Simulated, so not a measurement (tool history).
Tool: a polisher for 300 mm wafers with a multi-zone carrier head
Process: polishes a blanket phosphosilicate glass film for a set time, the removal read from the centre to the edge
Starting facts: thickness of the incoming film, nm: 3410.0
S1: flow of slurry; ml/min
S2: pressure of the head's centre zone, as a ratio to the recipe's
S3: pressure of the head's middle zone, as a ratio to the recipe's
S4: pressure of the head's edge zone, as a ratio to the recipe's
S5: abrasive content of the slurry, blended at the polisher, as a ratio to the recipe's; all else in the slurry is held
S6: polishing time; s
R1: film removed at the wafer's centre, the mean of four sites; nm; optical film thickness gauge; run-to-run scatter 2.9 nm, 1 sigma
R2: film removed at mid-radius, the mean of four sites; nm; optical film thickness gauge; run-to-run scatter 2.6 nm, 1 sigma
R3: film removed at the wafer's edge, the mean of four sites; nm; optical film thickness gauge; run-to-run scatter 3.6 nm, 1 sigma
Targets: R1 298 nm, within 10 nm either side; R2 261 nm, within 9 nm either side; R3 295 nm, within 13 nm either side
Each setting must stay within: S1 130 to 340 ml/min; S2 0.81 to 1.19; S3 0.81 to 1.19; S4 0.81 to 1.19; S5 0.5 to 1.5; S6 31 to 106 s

run	hour	S1	S2	S3	S4	S5	S6	R1	R2	R3
1	0	220	1	1	1	1	68	419.8	426.76	435.2
2	4	215	1	0.98	0.99	0.95	67	402.65	397.23	418.47
3	10.4	215	1	0.97	0.97	0.9	66	379.43	373.76	385.88
4	19.2	210	1	0.95	0.96	0.85	66	363.37	345.71	361.9
5	20.6	205	0.99	0.93	0.95	0.85	66	361.96	344.81	360.82
6	27.2	200	0.99	0.91	0.95	0.8	66	334.04	314.86	344.73
7	32.3	195	0.99	0.9	0.94	0.8	66	335.06	314.51	336.89
8	39.5	195	0.99	0.9	0.94	0.8	66	331.43	316.26	342.06
9	47.9	195	0.99	0.89	0.93	0.8	66	342.04	303.88	335.11
10	52.5	190	0.98	0.88	0.92	0.8	66	328.78	306.92	335.18
11	58.1	190	1.02	0.83	0.91	0.55	65	205.69	179.27	203.37
12	64.3	250	1.12	0.93	1.01	0.6	64	273.62	228.03	248.52
13	66.3	250	1.12	0.93	1.01	0.6	64	270.84	227.12	250.46
14	69.8	250	1.12	0.94	1.02	0.6	64	273.6	230.23	252.63
15	70.8	250	1.12	0.95	1.03	0.6	64	276.26	230.73	250.65
16	77.3	265	1.05	0.95	1.13	0.85	65	392.34	353.59	406.13
17	81.5	260	1.04	0.94	1.1	0.85	65	391.72	353.64	393.39
18	88.9	245	1.05	0.94	1.09	0.85	65	386.28	347.3	396.49
19	93.4	235	1.05	0.93	1.06	0.85	65	389.46	340.31	381.01
20	94.3	230	1.04	0.91	1.04	0.85	65	384.33	334.89	380.63
21	101.7	225	1.03	0.9	1.02	0.85	65	374.11	332.65	368.18

Consider the 5 candidate settings below. Which is the only one whose results all fall within their allowed miss of target?
A	109.1	270	0.93	0.99	0.98	1.25	65	?	?	?
B	109.1	230	1.11	0.84	0.97	1.05	70	?	?	?
C	109.1	270	1.05	0.91	1.05	0.75	56	?	?	?
D	109.1	340	1.08	1.18	0.81	1.4	56	?	?	?
E	109.1	180	0.88	0.94	1.08	0.7	68	?	?	?

move	R1	R2	R3
A	445.34	476.17	487.71
B	506.57	396.22	466.91
C	298.28	262.95	298.16
D	483.97	514.89	417.75
E	263.3	287.01	325.16
A: misses by more than the last run did
B: misses by more than the last run did
C: all results land within tolerance of their targets
D: misses by more than the last run did
E: closes in on the targets versus the last run, not all within tolerance yet
Go with C: it meets all targets.

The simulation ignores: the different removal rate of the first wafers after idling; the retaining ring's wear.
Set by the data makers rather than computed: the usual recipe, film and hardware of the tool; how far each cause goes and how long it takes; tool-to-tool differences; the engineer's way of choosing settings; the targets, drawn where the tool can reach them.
